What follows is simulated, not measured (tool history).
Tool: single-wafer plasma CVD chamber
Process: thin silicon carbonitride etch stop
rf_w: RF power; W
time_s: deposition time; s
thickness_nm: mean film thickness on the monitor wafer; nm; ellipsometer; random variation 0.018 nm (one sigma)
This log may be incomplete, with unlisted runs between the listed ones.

run,hour,rf_w,time_s,thickness_nm
1,0.0,200,8.54,4.7333
2,8.5,200,9.33,5.1633
3,15.6,185,8.45,4.5947
4,23.1,165,8.45,4.4939
5,24.2,140,8.45,4.3900
6,26.1,140,8.01,4.1518

What will run 7 give?
7,26.9,140,7.67,?

{"run 7": {"thickness_nm": 3.9492}}
